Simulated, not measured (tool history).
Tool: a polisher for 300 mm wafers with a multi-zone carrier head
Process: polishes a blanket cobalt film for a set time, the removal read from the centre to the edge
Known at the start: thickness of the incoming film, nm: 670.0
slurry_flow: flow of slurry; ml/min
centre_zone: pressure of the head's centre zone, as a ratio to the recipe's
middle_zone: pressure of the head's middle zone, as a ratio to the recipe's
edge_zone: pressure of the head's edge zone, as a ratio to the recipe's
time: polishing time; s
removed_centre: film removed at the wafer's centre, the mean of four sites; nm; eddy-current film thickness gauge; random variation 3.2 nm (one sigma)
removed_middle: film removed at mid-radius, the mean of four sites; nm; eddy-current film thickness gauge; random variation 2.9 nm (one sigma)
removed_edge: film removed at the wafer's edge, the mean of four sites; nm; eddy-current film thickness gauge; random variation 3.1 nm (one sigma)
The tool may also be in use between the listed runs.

run  hour  slurry_flow  centre_zone  middle_zone  edge_zone  time  removed_centre  removed_middle  removed_edge
  1   0.0          175         1.00         1.00       1.00    45          228.81          224.94        229.71
  2   4.9          175         1.00         1.00       1.00    53          270.86          270.86        269.13
  3   5.7          195         1.00         1.00       1.00    53          273.04          268.15        269.97
  4   7.4          195         1.03         1.03       1.01    54          285.54          281.90        275.43
  5   9.0          195         1.05         1.04       1.02    55          299.82          289.86        282.21
  6  16.9          195         1.06         1.05       1.02    55          304.07          286.19        279.92

Forecast run 7:
  7  20.2          195         1.06         1.07       1.02    55               ?               ?             ?

removed_centre: 296.01 nm
removed_middle: 299.13 nm
removed_edge: 282.95 nm

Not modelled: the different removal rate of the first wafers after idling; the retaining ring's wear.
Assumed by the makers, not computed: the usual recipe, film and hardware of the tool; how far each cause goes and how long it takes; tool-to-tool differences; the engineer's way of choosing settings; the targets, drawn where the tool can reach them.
